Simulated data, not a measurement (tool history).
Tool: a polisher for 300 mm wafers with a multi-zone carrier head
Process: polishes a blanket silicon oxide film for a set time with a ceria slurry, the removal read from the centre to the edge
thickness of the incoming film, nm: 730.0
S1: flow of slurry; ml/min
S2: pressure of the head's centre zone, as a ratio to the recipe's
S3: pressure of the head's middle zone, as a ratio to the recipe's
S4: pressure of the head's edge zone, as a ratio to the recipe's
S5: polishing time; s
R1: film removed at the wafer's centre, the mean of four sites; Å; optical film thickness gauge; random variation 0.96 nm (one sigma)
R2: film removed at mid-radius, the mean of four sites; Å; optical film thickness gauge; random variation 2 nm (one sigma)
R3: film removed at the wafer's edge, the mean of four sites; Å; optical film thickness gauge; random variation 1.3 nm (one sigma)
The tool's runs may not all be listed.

run 1 day=0.000 | S1=140 S2=1.00 S3=1.00 S4=1.00 S5=75 | R1=2282.5 R2=2148.1 R3=2290.7
run 2 day=0.217 | S1=130 S2=0.97 S3=0.99 S4=0.99 S5=71 | R1=2057.2 R2=1983.8 R3=2138.4
run 3 day=0.554 | S1=130 S2=0.97 S3=0.99 S4=1.07 S5=71 | R1=2045.7 R2=2025.3 R3=2203.4
run 4 day=0.788 | S1=130 S2=1.00 S3=0.99 S4=1.07 S5=71 | R1=2119.5 R2=1990.5 R3=2193.2
run 5 day=0.933 | S1=125 S2=0.97 S3=0.98 S4=1.05 S5=67 | R1=1931.8 R2=1865.8 R3=2045.9
run 6 day=1.292 | S1=125 S2=0.97 S3=1.04 S4=1.05 S5=67 | R1=1943.3 R2=1946.6 R3=2050.6
run 7 day=1.588 | S1=120 S2=0.94 S3=1.03 S4=1.04 S5=64 | R1=1778.6 R2=1888.9 R3=1915.7
run 8 day=1.683 | S1=115 S2=0.92 S3=1.00 S4=1.04 S5=62 | R1=1672.9 R2=1754.1 R3=1857.7

Run 9 comes next. What will it give?
run 9 day=1.938 | S1=85 S2=0.82 S3=0.96 S4=0.97 S5=53 | R1=? R2=? R3=?

{"run 9": {"R1": 1189.0, "R2": 1365.3, "R3": 1502.7}}

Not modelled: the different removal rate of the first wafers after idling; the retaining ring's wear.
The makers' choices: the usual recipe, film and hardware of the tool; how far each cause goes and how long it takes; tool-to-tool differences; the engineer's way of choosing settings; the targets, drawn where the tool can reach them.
